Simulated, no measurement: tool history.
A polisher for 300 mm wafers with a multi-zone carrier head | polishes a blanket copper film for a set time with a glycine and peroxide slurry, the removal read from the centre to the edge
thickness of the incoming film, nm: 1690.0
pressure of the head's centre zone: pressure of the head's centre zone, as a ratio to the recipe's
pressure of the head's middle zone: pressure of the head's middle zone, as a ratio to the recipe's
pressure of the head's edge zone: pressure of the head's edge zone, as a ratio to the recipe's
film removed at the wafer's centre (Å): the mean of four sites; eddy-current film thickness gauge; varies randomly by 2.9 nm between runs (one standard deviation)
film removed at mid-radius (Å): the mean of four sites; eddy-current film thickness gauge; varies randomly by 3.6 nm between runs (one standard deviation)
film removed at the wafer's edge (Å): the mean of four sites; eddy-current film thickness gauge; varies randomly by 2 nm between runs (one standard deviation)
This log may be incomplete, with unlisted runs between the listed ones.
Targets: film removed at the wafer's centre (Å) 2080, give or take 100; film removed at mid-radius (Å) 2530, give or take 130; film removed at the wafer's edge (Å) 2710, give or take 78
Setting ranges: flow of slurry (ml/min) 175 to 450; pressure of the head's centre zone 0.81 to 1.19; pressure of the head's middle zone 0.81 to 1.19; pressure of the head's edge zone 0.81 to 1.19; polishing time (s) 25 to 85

run	hour	flow of slurry (ml/min)	pressure of the head's centre zone	pressure of the head's middle zone	pressure of the head's edge zone	polishing time (s)	film removed at the wafer's centre (Å)	film removed at mid-radius (Å)	film removed at the wafer's edge (Å)
1	0	290	1	1	1	55	1863.4	1918.8	1974.4
2	4.1	290	0.99	1.01	1.02	57	1905.6	1985.1	2050.7
3	11.3	290	0.97	1.01	1.04	59	1944.4	2030.2	2150.1
4	17.3	290	0.97	1.04	1.04	59	1928.7	2073.9	2119.6
5	24.1	290	0.97	1.1	1.04	59	1950.7	2173	2142
6	27.4	235	0.97	1.1	1.04	59	1814.3	2067.8	2080.1
7	36.2	245	0.96	1.1	1.06	60	1847	2122	2157.6
8	44.9	255	0.95	1.1	1.08	61	1863.1	2236.5	2184.4
9	50.4	250	0.94	1.08	1.09	63	1879.4	2265.7	2313.8
10	56.6	260	0.94	1.07	1.1	64	1960.8	2266.3	2367.7
11	63.5	265	0.93	1.07	1.11	65	2020.1	2300.7	2433.9
12	69.3	285	0.86	1.12	1.19	69	1997.5	2584.2	2647.8

Exercise: of the 5 proposed moves below, exactly one satisfies all targets within the stated allowed misses. Which move is it?
A	75.1	265	0.88	1.17	1.12	69	?	?	?
B	75.1	270	0.84	1.17	1.07	70	?	?	?
C	75.1	250	0.9	1.07	1.18	71	?	?	?
D	75.1	275	0.81	1.19	1.19	66	?	?	?
E	75.1	270	0.81	1.16	1.15	70	?	?	?

move	film removed at the wafer's centre (Å)	film removed at mid-radius (Å)	film removed at the wafer's edge (Å)
A	1982.6	2692	2553.8
B	1925.8	2740.3	2537.5
C	2062	2539.4	2683.5
D	1756.4	2629.7	2531.3
E	1856.2	2720.2	2632.6
A: meets the target for the result that was furthest off, but another lies outside its allowed miss
B: misses by more than the last run did
C: every result lands within tolerance
D: misses by more than the last run did
E: misses by more than the last run did
Correct choice: C, which meets every target
